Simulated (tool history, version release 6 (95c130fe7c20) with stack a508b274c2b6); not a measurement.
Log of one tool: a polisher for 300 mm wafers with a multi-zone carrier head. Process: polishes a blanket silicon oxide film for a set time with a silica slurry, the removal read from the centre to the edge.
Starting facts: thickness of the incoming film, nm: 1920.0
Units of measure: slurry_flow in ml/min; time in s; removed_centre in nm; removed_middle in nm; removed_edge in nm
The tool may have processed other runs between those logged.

Run 1, hour 0: slurry_flow 160 ml/min, centre_zone 1, middle_zone 1, edge_zone 1, slurry_solids 1, time 86 s. Result: removed_centre 188.55 nm, removed_middle 188.26 nm, removed_edge 189.02 nm.
Run 2, hour 2.3: slurry_flow 170 ml/min, centre_zone 1.02, middle_zone 1.01, edge_zone 0.99, slurry_solids 1, time 86 s. Result: removed_centre 193.89 nm, removed_middle 192.78 nm, removed_edge 183.33 nm.
Run 3, hour 8.1: slurry_flow 170 ml/min, centre_zone 1.02, middle_zone 1.01, edge_zone 0.99, slurry_solids 1, time 70 s. Result: removed_centre 157.65 nm, removed_middle 157.9 nm, removed_edge 146.93 nm.
Run 4, hour 9.8: slurry_flow 170 ml/min, centre_zone 1.04, middle_zone 1.02, edge_zone 1, slurry_solids 1.05, time 70 s. Result: removed_centre 163.07 nm, removed_middle 161.91 nm, removed_edge 154.3 nm.
Run 5, hour 15.2: slurry_flow 170 ml/min, centre_zone 1.04, middle_zone 1.02, edge_zone 1, slurry_solids 1.25, time 70 s. Result: removed_centre 171.78 nm, removed_middle 168.48 nm, removed_edge 165.32 nm.
Run 6, hour 16.4: slurry_flow 170 ml/min, centre_zone 1.04, middle_zone 1.02, edge_zone 1, slurry_solids 1.45, time 70 s. Result: removed_centre 179.68 nm, removed_middle 179.82 nm, removed_edge 170.77 nm.
Run 7, hour 21: slurry_flow 175 ml/min, centre_zone 1.06, middle_zone 1.04, edge_zone 1, slurry_solids 1.45, time 71 s. Result: removed_centre 188.39 nm, removed_middle 183.06 nm, removed_edge 173.59 nm.

Run 8 is up next; what results do you expect?
Run 8, hour 27.8: slurry_flow 180 ml/min, centre_zone 1.07, middle_zone 1.06, edge_zone 1, slurry_solids 1.45, time 72 s. Result: removed_centre ?, removed_middle ?, removed_edge ?.

Run 8 measured removed_centre 190.23 nm, removed_middle 188.53 nm, removed_edge 172.88 nm.

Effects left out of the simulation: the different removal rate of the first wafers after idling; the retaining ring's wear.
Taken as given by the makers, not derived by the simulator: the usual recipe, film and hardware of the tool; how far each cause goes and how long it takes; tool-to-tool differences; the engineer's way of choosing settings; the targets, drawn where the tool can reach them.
